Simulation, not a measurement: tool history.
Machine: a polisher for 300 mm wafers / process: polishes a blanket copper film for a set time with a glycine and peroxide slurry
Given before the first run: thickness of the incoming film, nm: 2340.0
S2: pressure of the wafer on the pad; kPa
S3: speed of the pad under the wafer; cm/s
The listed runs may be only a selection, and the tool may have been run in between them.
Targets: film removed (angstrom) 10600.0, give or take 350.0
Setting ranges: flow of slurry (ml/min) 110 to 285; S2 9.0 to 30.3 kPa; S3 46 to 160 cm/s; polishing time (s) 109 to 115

{"run": 1, "hour": 0.0, "flow of slurry (ml/min)": 180, "S2": 19.3, "S3": 102, "polishing time (s)": 109, "film removed (angstrom)": 7269.3}
{"run": 2, "hour": 5.5, "flow of slurry (ml/min)": 180, "S2": 19.3, "S3": 102, "polishing time (s)": 109, "film removed (angstrom)": 7290.5}
{"run": 3, "hour": 13.4, "flow of slurry (ml/min)": 180, "S2": 19.3, "S3": 114, "polishing time (s)": 109, "film removed (angstrom)": 8022.8}
{"run": 4, "hour": 21.6, "flow of slurry (ml/min)": 185, "S2": 20.7, "S3": 114, "polishing time (s)": 109, "film removed (angstrom)": 8670.7}
{"run": 5, "hour": 26.8, "flow of slurry (ml/min)": 185, "S2": 20.7, "S3": 114, "polishing time (s)": 115, "film removed (angstrom)": 9042.2}
{"run": 6, "hour": 28.3, "flow of slurry (ml/min)": 190, "S2": 21.4, "S3": 114, "polishing time (s)": 115, "film removed (angstrom)": 9357.9}
{"run": 7, "hour": 29.3, "flow of slurry (ml/min)": 190, "S2": 22.1, "S3": 114, "polishing time (s)": 115, "film removed (angstrom)": 9465.3}
{"run": 8, "hour": 31.8, "flow of slurry (ml/min)": 190, "S2": 22.1, "S3": 114, "polishing time (s)": 115, "film removed (angstrom)": 9572.1}
{"run": 9, "hour": 32.6, "flow of slurry (ml/min)": 190, "S2": 22.1, "S3": 114, "polishing time (s)": 115, "film removed (angstrom)": 9636.9}
{"run": 10, "hour": 36.2, "flow of slurry (ml/min)": 195, "S2": 22.8, "S3": 114, "polishing time (s)": 115, "film removed (angstrom)": 10023.0}
{"run": 11, "hour": 41.1, "flow of slurry (ml/min)": 200, "S2": 22.8, "S3": 114, "polishing time (s)": 115, "film removed (angstrom)": 9866.8}
{"run": 12, "hour": 44.2, "flow of slurry (ml/min)": 200, "S2": 23.4, "S3": 114, "polishing time (s)": 115, "film removed (angstrom)": 10227.0}
{"run": 13, "hour": 51.1, "flow of slurry (ml/min)": 200, "S2": 23.4, "S3": 114, "polishing time (s)": 115, "film removed (angstrom)": 10394.0}

Which single option among these 4 for the next run brings every result within its allowed miss of target? Just one does.
{"run": "A", "hour": 58.0, "flow of slurry (ml/min)": 165, "S2": 20.7, "S3": 122, "polishing time (s)": 115, "film removed (angstrom)": "?"}
{"run": "B", "hour": 58.0, "flow of slurry (ml/min)": 205, "S2": 21.4, "S3": 122, "polishing time (s)": 114, "film removed (angstrom)": "?"}
{"run": "C", "hour": 58.0, "flow of slurry (ml/min)": 175, "S2": 22.8, "S3": 124, "polishing time (s)": 110, "film removed (angstrom)": "?"}
{"run": "D", "hour": 58.0, "flow of slurry (ml/min)": 245, "S2": 22.1, "S3": 130, "polishing time (s)": 110, "film removed (angstrom)": "?"}

move=A film_removed_(angstrom)=9435.7
move=B film_removed_(angstrom)=9956.7
move=C film_removed_(angstrom)=10043.0
move=D film_removed_(angstrom)=10675.0
A: further off than the last run
B: further off than the last run
C: further off than the last run
D: every result lands within tolerance
The move that meets every target is D.

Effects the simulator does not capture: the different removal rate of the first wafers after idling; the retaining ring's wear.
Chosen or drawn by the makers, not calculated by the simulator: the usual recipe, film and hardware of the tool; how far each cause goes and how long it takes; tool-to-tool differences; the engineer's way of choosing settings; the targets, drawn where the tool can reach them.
